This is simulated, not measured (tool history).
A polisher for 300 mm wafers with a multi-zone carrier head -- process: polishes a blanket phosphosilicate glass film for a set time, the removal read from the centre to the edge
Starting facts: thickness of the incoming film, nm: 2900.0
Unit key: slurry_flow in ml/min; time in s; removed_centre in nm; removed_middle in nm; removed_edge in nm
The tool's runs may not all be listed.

run 1 hour=0 | slurry_flow=280 centre_zone=1 middle_zone=1 edge_zone=1 slurry_solids=1 time=64 | removed_centre=753.82 removed_middle=768.6 removed_edge=768.6
run 2 hour=8.8 | slurry_flow=270 centre_zone=1.01 middle_zone=0.96 edge_zone=0.98 slurry_solids=1 time=64 | removed_centre=766.56 removed_middle=739.88 removed_edge=757.78
run 3 hour=14.7 | slurry_flow=270 centre_zone=1.01 middle_zone=0.96 edge_zone=0.98 slurry_solids=0.8 time=64 | removed_centre=645.12 removed_middle=625.3 removed_edge=639.77
run 4 hour=23.5 | slurry_flow=290 centre_zone=1.04 middle_zone=0.96 edge_zone=1.02 slurry_solids=0.8 time=64 | removed_centre=673.24 removed_middle=629.13 removed_edge=646.08
run 5 hour=27.8 | slurry_flow=290 centre_zone=1.04 middle_zone=0.96 edge_zone=0.97 slurry_solids=0.8 time=64 | removed_centre=675.41 removed_middle=632.57 removed_edge=636.6
run 6 hour=31.8 | slurry_flow=290 centre_zone=1.04 middle_zone=0.96 edge_zone=1.01 slurry_solids=0.8 time=64 | removed_centre=664.44 removed_middle=627.58 removed_edge=661.42
run 7 hour=38.8 | slurry_flow=300 centre_zone=1.07 middle_zone=0.97 edge_zone=1.03 slurry_solids=0.8 time=64 | removed_centre=681.48 removed_middle=641.09 removed_edge=668.47

Estimate the outcome of run 8 from the log above:
run 8 hour=44.6 | slurry_flow=310 centre_zone=1.1 middle_zone=0.97 edge_zone=1.05 slurry_solids=0.8 time=64 | removed_centre=? removed_middle=? removed_edge=?

{"run 8": {"removed_centre": 712.65, "removed_middle": 628.79, "removed_edge": 675.79}}
